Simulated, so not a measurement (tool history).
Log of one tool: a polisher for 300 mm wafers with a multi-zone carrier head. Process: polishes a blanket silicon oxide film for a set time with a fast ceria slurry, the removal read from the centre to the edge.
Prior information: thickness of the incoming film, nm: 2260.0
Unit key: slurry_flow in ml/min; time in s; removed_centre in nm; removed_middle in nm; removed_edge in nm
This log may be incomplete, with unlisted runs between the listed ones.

Run 1, hour 0.0: slurry_flow 275 ml/min, centre_zone 1.00, middle_zone 1.00, edge_zone 1.00, time 39 s. Result: removed_centre 487.54 nm, removed_middle 493.79 nm, removed_edge 470.17 nm.
Run 2, hour 0.6: slurry_flow 280 ml/min, centre_zone 1.00, middle_zone 1.04, edge_zone 1.03, time 42 s. Result: removed_centre 513.77 nm, removed_middle 547.58 nm, removed_edge 512.47 nm.
Run 3, hour 6.9: slurry_flow 280 ml/min, centre_zone 1.00, middle_zone 1.04, edge_zone 1.03, time 33 s. Result: removed_centre 406.89 nm, removed_middle 428.97 nm, removed_edge 400.57 nm.
Run 4, hour 7.6: slurry_flow 305 ml/min, centre_zone 1.00, middle_zone 1.04, edge_zone 1.03, time 33 s. Result: removed_centre 410.78 nm, removed_middle 436.12 nm, removed_edge 411.16 nm.
Run 5, hour 11.9: slurry_flow 320 ml/min, centre_zone 1.01, middle_zone 1.07, edge_zone 1.04, time 37 s. Result: removed_centre 472.23 nm, removed_middle 495.56 nm, removed_edge 458.79 nm.
Run 6, hour 12.9: slurry_flow 320 ml/min, centre_zone 1.00, middle_zone 1.09, edge_zone 1.04, time 41 s. Result: removed_centre 511.73 nm, removed_middle 562.37 nm, removed_edge 498.37 nm.
Run 7, hour 16.8: slurry_flow 320 ml/min, centre_zone 1.00, middle_zone 1.10, edge_zone 1.06, time 44 s. Result: removed_centre 533.66 nm, removed_middle 608.91 nm, removed_edge 541.34 nm.
Run 8, hour 25.6: slurry_flow 325 ml/min, centre_zone 1.01, middle_zone 1.11, edge_zone 1.07, time 46 s. Result: removed_centre 590.05 nm, removed_middle 635.65 nm, removed_edge 563.12 nm.

What will run 9 give?
Run 9, hour 28.0: slurry_flow 330 ml/min, centre_zone 1.00, middle_zone 1.11, edge_zone 1.07, time 48 s. Result: removed_centre ?, removed_middle ?, removed_edge ?.

removed_centre: 584.01 nm
removed_middle: 672.69 nm
removed_edge: 599.90 nm
